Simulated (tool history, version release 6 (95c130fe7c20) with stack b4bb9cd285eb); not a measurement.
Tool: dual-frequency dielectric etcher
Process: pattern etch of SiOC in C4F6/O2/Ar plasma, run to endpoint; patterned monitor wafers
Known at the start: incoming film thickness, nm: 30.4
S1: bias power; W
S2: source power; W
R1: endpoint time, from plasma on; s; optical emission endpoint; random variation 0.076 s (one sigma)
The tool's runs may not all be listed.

run,hour,S1,S2,R1
1,0,366,380,11.742
2,4.2,339,350,12.475
3,13.2,339,310,13.147
4,15.6,339,240,14.497
5,22.5,329,240,14.637
6,27.3,263,240,16.027

Forecast run 7:
7,31.6,268,240,?

{"run 7": {"R1": 15.952}}
